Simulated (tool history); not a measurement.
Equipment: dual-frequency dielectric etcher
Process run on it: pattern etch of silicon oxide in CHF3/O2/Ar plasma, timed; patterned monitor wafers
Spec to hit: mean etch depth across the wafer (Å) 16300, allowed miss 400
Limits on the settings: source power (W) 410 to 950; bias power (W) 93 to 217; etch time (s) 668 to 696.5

run,hour,source power (W),bias power (W),etch time (s),mean etch depth across the wafer (Å)
1,0,680,155,668,13705
2,8.9,590,155,668,13036
3,15.9,590,175,668,13565
4,19,530,175,668,13061
5,25.4,430,175,668,12283
6,30.2,510,181,669.5,13080
7,31.9,650,206,675.5,14844
8,32.8,680,208,676.5,15212
9,36.9,700,210,677,15401
10,38.4,720,212,677.5,15549
11,44,720,212,677.5,15565
12,44.7,730,213,678.5,15574
13,53,740,214,680,15822

Below are 4 possible settings for the next run. Only one of them brings all results inside the allowed miss of their targets. Which is it?
A,61.3,790,217,678.5,?
B,61.3,890,217,696.5,?
C,61.3,630,207,696.5,?
D,61.3,850,217,694,?

move,mean etch depth across the wafer (Å)
A,16107
B,17187
C,15158
D,16870
A: hits every target within its allowed miss
B: the result that was furthest off in the last run now lies on the other side of its target
C: its largest miss is bigger than the last run's
D: the result that was furthest off in the last run now lies on the other side of its target
A is the move that brings every result within its allowed miss.
